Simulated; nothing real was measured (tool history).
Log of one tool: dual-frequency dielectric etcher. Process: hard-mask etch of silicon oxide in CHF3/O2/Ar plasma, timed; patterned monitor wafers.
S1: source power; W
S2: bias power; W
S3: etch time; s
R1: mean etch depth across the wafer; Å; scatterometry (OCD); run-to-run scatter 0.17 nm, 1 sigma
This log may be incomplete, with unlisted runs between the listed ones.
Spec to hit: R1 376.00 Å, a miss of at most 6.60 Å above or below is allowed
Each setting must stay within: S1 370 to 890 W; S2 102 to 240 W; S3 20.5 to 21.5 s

| run | hour | S1 | S2 | S3 | R1 |
|---|---|---|---|---|---|
| 1 | 0.0 | 630 | 171 | 20.5 | 439.39 |
| 2 | 9.0 | 630 | 171 | 21.5 | 459.66 |
| 3 | 14.7 | 600 | 167 | 21.5 | 454.17 |
| 4 | 21.2 | 580 | 160 | 21.5 | 441.00 |
| 5 | 26.8 | 500 | 160 | 21.5 | 423.81 |
| 6 | 30.0 | 390 | 160 | 21.5 | 394.74 |
| 7 | 32.6 | 390 | 158 | 21.5 | 392.00 |
| 8 | 39.4 | 390 | 156 | 21.5 | 392.63 |
| 9 | 40.0 | 390 | 154 | 21.5 | 389.52 |
| 10 | 41.4 | 390 | 153 | 21.5 | 390.75 |
| 11 | 43.0 | 390 | 153 | 21.5 | 388.02 |
| 12 | 48.0 | 390 | 152 | 21.5 | 390.76 |

Which single option among these 5 for the next run brings every result within its allowed miss of target? Just one does.
| A | 53.0 | 410 | 170 | 21.5 | ? |
| B | 53.0 | 430 | 172 | 21.5 | ? |
| C | 53.0 | 560 | 138 | 21.5 | ? |
| D | 53.0 | 520 | 131 | 21.0 | ? |
| E | 53.0 | 370 | 152 | 21.0 | ? |

| move | R1 |
|---|---|
| A | 407.44 |
| B | 414.20 |
| C | 419.64 |
| D | 395.36 |
| E | 374.72 |
A: lands further from the targets than the last run did
B: lands further from the targets than the last run did
C: lands further from the targets than the last run did
D: lands further from the targets than the last run did
E: in spec on every target
So the answer is move E, the one that meets all the targets.
